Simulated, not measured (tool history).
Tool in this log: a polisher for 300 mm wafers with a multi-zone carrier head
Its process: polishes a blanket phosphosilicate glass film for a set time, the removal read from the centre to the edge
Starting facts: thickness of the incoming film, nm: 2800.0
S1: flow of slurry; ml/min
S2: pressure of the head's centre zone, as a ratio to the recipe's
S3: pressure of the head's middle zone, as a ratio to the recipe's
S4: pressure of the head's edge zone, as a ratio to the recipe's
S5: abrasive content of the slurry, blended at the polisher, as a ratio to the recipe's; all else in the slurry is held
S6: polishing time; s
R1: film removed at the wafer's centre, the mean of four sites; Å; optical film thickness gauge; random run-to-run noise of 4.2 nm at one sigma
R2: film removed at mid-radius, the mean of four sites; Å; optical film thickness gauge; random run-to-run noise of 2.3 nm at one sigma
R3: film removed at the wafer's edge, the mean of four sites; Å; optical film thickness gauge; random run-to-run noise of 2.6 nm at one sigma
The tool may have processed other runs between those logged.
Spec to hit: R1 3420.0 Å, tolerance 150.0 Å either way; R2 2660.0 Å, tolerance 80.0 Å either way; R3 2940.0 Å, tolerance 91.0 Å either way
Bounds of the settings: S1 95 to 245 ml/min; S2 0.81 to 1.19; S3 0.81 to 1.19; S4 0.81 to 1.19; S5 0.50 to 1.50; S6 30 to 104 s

run 1 hour=0.0 | S1=155 S2=1.00 S3=1.00 S4=1.00 S5=1.00 S6=67 | R1=5470.9 R2=5331.3 R3=5374.7
run 2 hour=5.9 | S1=150 S2=1.01 S3=0.97 S4=0.97 S5=0.90 S6=63 | R1=5018.0 R2=4683.5 R3=4849.5
run 3 hour=7.2 | S1=150 S2=1.01 S3=0.97 S4=0.97 S5=1.10 S6=63 | R1=5251.9 R2=4962.5 R3=5098.1
run 4 hour=11.5 | S1=150 S2=1.05 S3=0.97 S4=0.97 S5=1.10 S6=63 | R1=5554.9 R2=5090.2 R3=5150.4
run 5 hour=13.4 | S1=150 S2=1.01 S3=0.97 S4=0.97 S5=1.10 S6=63 | R1=5208.2 R2=5039.1 R3=5168.8
run 6 hour=20.4 | S1=150 S2=1.01 S3=1.04 S4=0.97 S5=1.10 S6=63 | R1=5230.3 R2=5364.9 R3=5170.0
run 7 hour=29.2 | S1=120 S2=1.11 S3=0.94 S4=0.87 S5=0.85 S6=46 | R1=3787.1 R2=3173.0 R3=3210.2
run 8 hour=35.3 | S1=115 S2=1.11 S3=0.92 S4=0.86 S5=0.85 S6=46 | R1=3770.7 R2=3099.7 R3=3208.9
run 9 hour=38.3 | S1=115 S2=1.11 S3=0.91 S4=0.85 S5=0.80 S6=46 | R1=3656.1 R2=2948.9 R3=3160.7
run 10 hour=44.2 | S1=115 S2=1.11 S3=0.91 S4=0.84 S5=0.80 S6=46 | R1=3723.2 R2=2948.5 R3=3123.1
run 11 hour=50.2 | S1=110 S2=1.10 S3=0.90 S4=0.83 S5=0.75 S6=46 | R1=3481.9 R2=2908.8 R3=2987.1
run 12 hour=56.1 | S1=110 S2=1.10 S3=0.89 S4=0.83 S5=0.75 S6=46 | R1=3468.8 R2=2851.2 R3=2993.3
run 13 hour=61.6 | S1=110 S2=1.10 S3=0.88 S4=0.83 S5=0.75 S6=46 | R1=3522.0 R2=2833.6 R3=3023.3

Next run, 4 choices. One meets every target within its allowed miss, the rest don't. Which?
run A hour=67.1 | S1=115 S2=1.09 S3=0.82 S4=1.00 S5=0.70 S6=46 | R1=? R2=? R3=?
run B hour=67.1 | S1=125 S2=1.15 S3=1.04 S4=0.81 S5=0.75 S6=45 | R1=? R2=? R3=?
run C hour=67.1 | S1=115 S2=1.06 S3=1.05 S4=0.81 S5=0.80 S6=44 | R1=? R2=? R3=?
run D hour=67.1 | S1=95 S2=1.12 S3=0.85 S4=0.85 S5=0.75 S6=46 | R1=? R2=? R3=?

move=A R1=3413.1 R2=2660.6 R3=3206.4
move=B R1=3672.1 R2=3294.2 R3=2934.6
move=C R1=3320.4 R2=3267.8 R3=2898.8
move=D R1=3437.6 R2=2699.2 R3=2961.7
A: the furthest-off result lands on target, but another misses its tolerance
B: moves away from the targets compared with the last run
C: moves away from the targets compared with the last run
D: every result lands within tolerance
D is the move that brings every result within its allowed miss.

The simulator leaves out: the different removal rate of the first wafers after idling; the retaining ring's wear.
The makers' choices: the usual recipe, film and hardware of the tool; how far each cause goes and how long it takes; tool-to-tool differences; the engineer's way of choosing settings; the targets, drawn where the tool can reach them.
